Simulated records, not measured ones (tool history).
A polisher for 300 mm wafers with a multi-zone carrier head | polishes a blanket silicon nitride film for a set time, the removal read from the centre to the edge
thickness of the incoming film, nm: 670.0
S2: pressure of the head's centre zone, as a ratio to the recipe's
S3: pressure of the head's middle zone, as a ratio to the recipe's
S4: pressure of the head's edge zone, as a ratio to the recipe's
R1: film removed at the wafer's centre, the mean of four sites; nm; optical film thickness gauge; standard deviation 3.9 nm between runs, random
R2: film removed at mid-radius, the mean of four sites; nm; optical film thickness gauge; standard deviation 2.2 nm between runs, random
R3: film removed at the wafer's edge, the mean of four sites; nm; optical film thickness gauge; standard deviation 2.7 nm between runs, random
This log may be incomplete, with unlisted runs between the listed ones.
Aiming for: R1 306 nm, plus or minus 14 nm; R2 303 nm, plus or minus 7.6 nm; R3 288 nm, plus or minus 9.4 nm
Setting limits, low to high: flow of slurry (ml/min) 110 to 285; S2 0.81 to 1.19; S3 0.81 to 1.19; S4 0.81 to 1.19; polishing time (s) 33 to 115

{"run": 1, "day": 0.0, "flow of slurry (ml/min)": 180, "S2": 1, "S3": 1, "S4": 1, "polishing time (s)": 73, "R1": 191.12, "R2": 195, "R3": 190.17}
{"run": 2, "day": 0.317, "flow of slurry (ml/min)": 145, "S2": 1, "S3": 1, "S4": 1, "polishing time (s)": 73, "R1": 184.47, "R2": 186.8, "R3": 186.86}
{"run": 3, "day": 0.483, "flow of slurry (ml/min)": 150, "S2": 1.01, "S3": 1.01, "S4": 1.02, "polishing time (s)": 76, "R1": 192.18, "R2": 194.51, "R3": 194.13}
{"run": 4, "day": 0.821, "flow of slurry (ml/min)": 150, "S2": 1.01, "S3": 1.01, "S4": 1.02, "polishing time (s)": 90, "R1": 227.23, "R2": 231.98, "R3": 232.72}
{"run": 5, "day": 1.071, "flow of slurry (ml/min)": 150, "S2": 1.01, "S3": 1.01, "S4": 1.1, "polishing time (s)": 90, "R1": 228.34, "R2": 231.2, "R3": 237.13}
{"run": 6, "day": 1.342, "flow of slurry (ml/min)": 160, "S2": 1.02, "S3": 1.02, "S4": 1.1, "polishing time (s)": 91, "R1": 228.01, "R2": 238.55, "R3": 247.74}
{"run": 7, "day": 1.708, "flow of slurry (ml/min)": 170, "S2": 1.04, "S3": 1.03, "S4": 1.08, "polishing time (s)": 92, "R1": 247.61, "R2": 243.83, "R3": 242.68}
{"run": 8, "day": 1.8, "flow of slurry (ml/min)": 175, "S2": 1.04, "S3": 1.04, "S4": 1.09, "polishing time (s)": 93, "R1": 255.43, "R2": 250.95, "R3": 251.49}
{"run": 9, "day": 1.883, "flow of slurry (ml/min)": 225, "S2": 1.1, "S3": 1.14, "S4": 1.16, "polishing time (s)": 95, "R1": 282.08, "R2": 287.08, "R3": 272.08}
{"run": 10, "day": 2.217, "flow of slurry (ml/min)": 230, "S2": 1.1, "S3": 1.14, "S4": 1.16, "polishing time (s)": 95, "R1": 277.03, "R2": 290.64, "R3": 269.9}
{"run": 11, "day": 2.588, "flow of slurry (ml/min)": 230, "S2": 1.1, "S3": 1.14, "S4": 1.16, "polishing time (s)": 95, "R1": 281.54, "R2": 284.65, "R3": 266.31}

Below are 4 possible settings for the next run. Only one of them brings all results inside the allowed miss of their targets. Which is it?
{"run": "A", "day": 2.958, "flow of slurry (ml/min)": 200, "S2": 1.14, "S3": 0.95, "S4": 1.12, "polishing time (s)": 100, "R1": "?", "R2": "?", "R3": "?"}
{"run": "B", "day": 2.958, "flow of slurry (ml/min)": 190, "S2": 1.14, "S3": 1.05, "S4": 1.19, "polishing time (s)": 97, "R1": "?", "R2": "?", "R3": "?"}
{"run": "C", "day": 2.958, "flow of slurry (ml/min)": 255, "S2": 1.14, "S3": 1.06, "S4": 1.14, "polishing time (s)": 88, "R1": "?", "R2": "?", "R3": "?"}
{"run": "D", "day": 2.958, "flow of slurry (ml/min)": 225, "S2": 1.12, "S3": 1.12, "S4": 1.15, "polishing time (s)": 101, "R1": "?", "R2": "?", "R3": "?"}

move=A R1=301.31 R2=255.91 R3=272.9
move=B R1=290.07 R2=267.43 R3=270.59
move=C R1=274.54 R2=253.97 R3=247.41
move=D R1=304.61 R2=300.66 R3=281.73
A: its largest miss is bigger than the last run's
B: its largest miss is bigger than the last run's
C: its largest miss is bigger than the last run's
D: every result within its allowed miss
So the answer is move D, the one that meets all the targets.

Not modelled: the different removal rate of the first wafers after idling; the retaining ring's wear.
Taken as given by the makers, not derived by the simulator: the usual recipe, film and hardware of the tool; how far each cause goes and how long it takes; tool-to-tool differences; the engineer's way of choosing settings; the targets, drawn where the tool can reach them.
